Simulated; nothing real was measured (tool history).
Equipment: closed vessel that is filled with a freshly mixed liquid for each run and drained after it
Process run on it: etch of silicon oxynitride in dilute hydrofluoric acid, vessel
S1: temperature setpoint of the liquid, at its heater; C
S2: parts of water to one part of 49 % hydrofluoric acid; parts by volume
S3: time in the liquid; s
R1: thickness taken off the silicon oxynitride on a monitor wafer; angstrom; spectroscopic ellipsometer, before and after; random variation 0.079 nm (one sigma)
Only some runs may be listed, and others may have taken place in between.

run  hour  S1   S2   S3      R1
  1     0  24  110  815  197.28
  2   3.6  24  110  815  196.82
  3   7.3  23  110  815  187.48
  4   8.4  22  110  815   178.9
  5  15.7  22   85  815  234.43
  6  19.1  22   85  875  254.93

What does the tool deliver on the next run?
  7  26.1  21  95  875   ?

R1: 213.07 angstrom
